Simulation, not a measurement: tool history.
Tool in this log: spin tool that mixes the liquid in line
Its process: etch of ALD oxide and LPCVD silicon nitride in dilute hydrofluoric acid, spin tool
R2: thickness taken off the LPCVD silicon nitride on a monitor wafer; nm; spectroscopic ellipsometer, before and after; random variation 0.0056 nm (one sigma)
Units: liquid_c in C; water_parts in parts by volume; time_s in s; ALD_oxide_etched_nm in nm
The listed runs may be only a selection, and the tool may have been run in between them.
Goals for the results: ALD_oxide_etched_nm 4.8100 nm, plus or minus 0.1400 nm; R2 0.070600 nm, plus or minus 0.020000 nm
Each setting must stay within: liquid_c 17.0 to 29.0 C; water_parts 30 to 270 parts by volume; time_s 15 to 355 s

Run 1, hour 0.0: liquid_c 21.0 C, water_parts 150 parts by volume, time_s 180 s. Result: ALD_oxide_etched_nm 30.4830 nm, R2 0.592100 nm.
Run 2, hour 2.5: liquid_c 20.5 C, water_parts 170 parts by volume, time_s 160 s. Result: ALD_oxide_etched_nm 22.8160 nm, R2 0.437720 nm.
Run 3, hour 3.7: liquid_c 20.5 C, water_parts 170 parts by volume, time_s 85 s. Result: ALD_oxide_etched_nm 12.2040 nm, R2 0.193460 nm.
Run 4, hour 11.4: liquid_c 20.0 C, water_parts 185 parts by volume, time_s 85 s. Result: ALD_oxide_etched_nm 10.9080 nm, R2 0.192930 nm.
Run 5, hour 14.5: liquid_c 19.5 C, water_parts 195 parts by volume, time_s 80 s. Result: ALD_oxide_etched_nm 9.2990 nm, R2 0.153330 nm.
Run 6, hour 17.6: liquid_c 19.5 C, water_parts 220 parts by volume, time_s 80 s. Result: ALD_oxide_etched_nm 8.0373 nm, R2 0.116870 nm.
Run 7, hour 19.2: liquid_c 18.5 C, water_parts 270 parts by volume, time_s 50 s. Result: ALD_oxide_etched_nm 3.7219 nm, R2 0.065273 nm.
Run 8, hour 20.3: liquid_c 19.0 C, water_parts 270 parts by volume, time_s 50 s. Result: ALD_oxide_etched_nm 3.8463 nm, R2 0.074978 nm.
Run 9, hour 29.2: liquid_c 19.0 C, water_parts 270 parts by volume, time_s 50 s. Result: ALD_oxide_etched_nm 3.8702 nm, R2 0.071525 nm.
Run 10, hour 36.0: liquid_c 19.5 C, water_parts 265 parts by volume, time_s 50 s. Result: ALD_oxide_etched_nm 3.9893 nm, R2 0.071995 nm.
Run 11, hour 44.8: liquid_c 19.5 C, water_parts 260 parts by volume, time_s 50 s. Result: ALD_oxide_etched_nm 4.1296 nm, R2 0.079260 nm.
At hour 50.7: thermometer replaced.
Run 12, hour 50.7: liquid_c 19.0 C, water_parts 255 parts by volume, time_s 50 s. Result: ALD_oxide_etched_nm 3.9190 nm, R2 0.064199 nm.
Run 13, hour 55.5: liquid_c 19.0 C, water_parts 250 parts by volume, time_s 50 s. Result: ALD_oxide_etched_nm 4.0300 nm, R2 0.069041 nm.

Below are 5 possible settings for the next run. Only one of them brings all results inside the allowed miss of their targets. Which is it?
Run A, hour 60.3: liquid_c 17.0 C, water_parts 235 parts by volume, time_s 60 s. Result: ALD_oxide_etched_nm ?, R2 ?.
Run B, hour 60.3: liquid_c 29.0 C, water_parts 270 parts by volume, time_s 35 s. Result: ALD_oxide_etched_nm ?, R2 ?.
Run C, hour 60.3: liquid_c 17.0 C, water_parts 175 parts by volume, time_s 45 s. Result: ALD_oxide_etched_nm ?, R2 ?.
Run D, hour 60.3: liquid_c 18.5 C, water_parts 240 parts by volume, time_s 55 s. Result: ALD_oxide_etched_nm ?, R2 ?.
Run E, hour 60.3: liquid_c 17.0 C, water_parts 205 parts by volume, time_s 55 s. Result: ALD_oxide_etched_nm ?, R2 ?.

move  ALD_oxide_etched_nm        R2
   A               4.8169  0.078644
   B               3.6460  0.084865
   C               5.1240  0.078226
   D               4.5619  0.078026
   E               5.1997  0.082147
A: each result inside its tolerance
B: lands further from the targets than the last run did
C: takes the result that was furthest off past its target
D: moves toward the targets from the last run without getting all of them in spec
E: takes the result that was furthest off past its target
The right move is A.
